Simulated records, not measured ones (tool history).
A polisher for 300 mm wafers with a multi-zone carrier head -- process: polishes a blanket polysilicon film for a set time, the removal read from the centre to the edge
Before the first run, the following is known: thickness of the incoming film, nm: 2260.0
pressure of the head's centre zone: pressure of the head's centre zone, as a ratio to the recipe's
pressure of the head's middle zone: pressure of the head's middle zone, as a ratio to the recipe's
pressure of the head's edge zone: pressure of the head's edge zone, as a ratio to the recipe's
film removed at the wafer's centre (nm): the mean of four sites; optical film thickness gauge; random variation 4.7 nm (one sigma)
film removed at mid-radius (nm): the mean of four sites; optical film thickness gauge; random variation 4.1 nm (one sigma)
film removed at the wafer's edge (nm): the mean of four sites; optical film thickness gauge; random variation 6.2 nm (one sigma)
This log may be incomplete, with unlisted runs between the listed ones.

run	day	flow of slurry (ml/min)	pressure of the head's centre zone	pressure of the head's middle zone	pressure of the head's edge zone	polishing time (s)	film removed at the wafer's centre (nm)	film removed at mid-radius (nm)	film removed at the wafer's edge (nm)
1	0.000	205	1.00	1.00	1.00	64	725.99	704.57	728.02
2	0.162	250	1.00	1.00	1.00	64	737.59	716.75	734.94
3	0.188	230	1.00	1.00	1.00	64	733.96	716.85	741.62
4	0.546	230	0.99	0.98	0.96	56	646.43	603.84	624.82
5	0.704	230	1.06	0.98	0.96	56	676.06	612.56	639.99
6	0.875	230	1.03	0.98	0.96	56	659.16	618.57	633.15
7	1.179	230	0.98	0.96	0.93	52	598.29	549.28	571.39
8	1.208	225	0.93	0.95	0.90	50	533.67	526.22	549.40
9	1.479	230	0.94	0.95	0.88	47	509.38	498.60	493.29

What will run 10 give?
10	1.571	225	0.93	0.93	0.86	47	?	?	?

{"run 10": {"film removed at the wafer's centre (nm)": 519.37, "film removed at mid-radius (nm)": 491.75, "film removed at the wafer's edge (nm)": 486.05}}
